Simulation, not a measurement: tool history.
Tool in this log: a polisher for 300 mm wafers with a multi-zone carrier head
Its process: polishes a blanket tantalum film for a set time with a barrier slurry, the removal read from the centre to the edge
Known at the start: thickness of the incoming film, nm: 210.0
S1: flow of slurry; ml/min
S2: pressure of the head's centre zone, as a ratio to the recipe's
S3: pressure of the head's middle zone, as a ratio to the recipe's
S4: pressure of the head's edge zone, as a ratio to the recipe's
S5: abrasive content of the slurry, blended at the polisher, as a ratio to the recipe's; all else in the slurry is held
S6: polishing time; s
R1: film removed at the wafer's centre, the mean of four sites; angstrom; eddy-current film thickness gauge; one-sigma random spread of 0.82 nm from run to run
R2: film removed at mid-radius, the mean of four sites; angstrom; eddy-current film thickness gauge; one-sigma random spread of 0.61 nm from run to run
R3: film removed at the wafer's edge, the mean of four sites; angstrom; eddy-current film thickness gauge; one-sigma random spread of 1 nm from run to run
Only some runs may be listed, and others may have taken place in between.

run	day	S1	S2	S3	S4	S5	S6	R1	R2	R3
1	0	275	1	1	1	1	49	612.61	606.47	601.85
2	0.154	275	1	1	1	0.9	49	591.84	602.19	587.88
3	0.358	235	1	1	1	0.9	49	574.8	587.85	571.36
4	0.725	235	1	1.04	1	0.9	49	580.59	603.45	576.44
5	0.833	235	1	1.04	1	0.9	59	702.54	734.13	705.8
6	1.167	235	1	1.04	1	0.9	65	761.71	803.82	764.52
7	1.442	245	1	1.04	1.02	0.9	65	777.77	810.02	767.71
8	1.542	245	0.99	1.04	1.02	0.95	65	775.04	826.44	777.17
9	1.758	245	0.99	1.03	1.03	1	65	767.88	827.86	791.14
10	1.833	250	1	1.02	1.04	1	65	802.92	811.27	808.96
11	2.138	255	1	1.02	1.05	1	65	803.29	815.19	812.9
12	2.404	260	1	1.02	1.06	1	65	809.51	813.4	808.73

Run 13 is up next; what results do you expect?
13	2.679	265	1	1.02	1.07	1	65	?	?	?

{"run 13": {"R1": 815.73, "R2": 824.84, "R3": 819.56}}

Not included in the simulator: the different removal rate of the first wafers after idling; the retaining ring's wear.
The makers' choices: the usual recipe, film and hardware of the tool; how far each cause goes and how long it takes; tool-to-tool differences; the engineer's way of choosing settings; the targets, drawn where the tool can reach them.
